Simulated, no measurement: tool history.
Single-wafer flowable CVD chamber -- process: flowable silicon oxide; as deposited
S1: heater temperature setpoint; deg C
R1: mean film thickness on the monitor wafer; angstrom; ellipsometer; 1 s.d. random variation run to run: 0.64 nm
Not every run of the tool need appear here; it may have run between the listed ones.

Run 1, day 0: S1 95 deg C, chamber pressure (mTorr) 814, RF power (W) 1735, deposition time (s) 420. Result: R1 3185.6 angstrom.
Run 2, day 0.054: S1 100 deg C, chamber pressure (mTorr) 813, RF power (W) 1735, deposition time (s) 420. Result: R1 2746.3 angstrom.
Run 3, day 0.242: S1 100 deg C, chamber pressure (mTorr) 726, RF power (W) 1735, deposition time (s) 420. Result: R1 2468.4 angstrom.
Run 4, day 0.4: S1 103 deg C, chamber pressure (mTorr) 725, RF power (W) 1735, deposition time (s) 420. Result: R1 2262.7 angstrom.
Run 5, day 0.438: S1 103 deg C, chamber pressure (mTorr) 725, RF power (W) 1875, deposition time (s) 420. Result: R1 2295.2 angstrom.
Run 6, day 0.642: S1 103 deg C, chamber pressure (mTorr) 725, RF power (W) 2095, deposition time (s) 420. Result: R1 2361.3 angstrom.

Estimate the outcome of run 7 from the log above:
Run 7, day 1.008: S1 106 deg C, chamber pressure (mTorr) 724, RF power (W) 2095, deposition time (s) 420. Result: R1 ?.

{"run 7": {"R1": 2154.6}}

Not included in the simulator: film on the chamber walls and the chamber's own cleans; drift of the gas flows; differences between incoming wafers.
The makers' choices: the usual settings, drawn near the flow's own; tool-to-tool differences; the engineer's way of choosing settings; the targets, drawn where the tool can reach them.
